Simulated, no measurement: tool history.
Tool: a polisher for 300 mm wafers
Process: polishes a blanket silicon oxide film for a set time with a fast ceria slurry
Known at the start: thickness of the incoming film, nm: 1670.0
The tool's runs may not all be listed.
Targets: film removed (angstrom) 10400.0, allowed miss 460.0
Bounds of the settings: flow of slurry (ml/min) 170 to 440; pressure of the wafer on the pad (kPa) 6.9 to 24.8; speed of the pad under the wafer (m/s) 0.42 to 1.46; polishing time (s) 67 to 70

run,hour,flow of slurry (ml/min),pressure of the wafer on the pad (kPa),speed of the pad under the wafer (m/s),polishing time (s),film removed (angstrom)
1,0.0,280,15.9,0.94,67,7425.7
2,4.6,280,15.9,0.94,70,7490.0
3,9.4,280,15.9,0.94,70,7625.3
4,16.7,340,15.9,0.94,70,7851.8
5,20.2,380,15.9,0.94,70,7855.2
6,28.0,380,16.5,0.94,70,8015.9
7,30.6,380,17.2,0.94,70,8616.6
8,31.8,380,18.6,0.94,70,9098.8
9,34.6,380,20.0,0.94,70,9795.1
10,40.2,380,20.7,0.94,70,9856.6

4 next moves are on the table. One of them brings every result within its allowed miss. Which?
A,45.8,385,19.3,0.98,69,?
B,45.8,385,21.4,0.84,70,?
C,45.8,415,22.1,0.98,67,?
D,45.8,435,19.3,0.88,70,?

move,film removed (angstrom)
A,9706.1
B,9250.0
C,10621.0
D,8946.0
A: further off than the last run
B: further off than the last run
C: meets every target
D: further off than the last run
The right move is C.
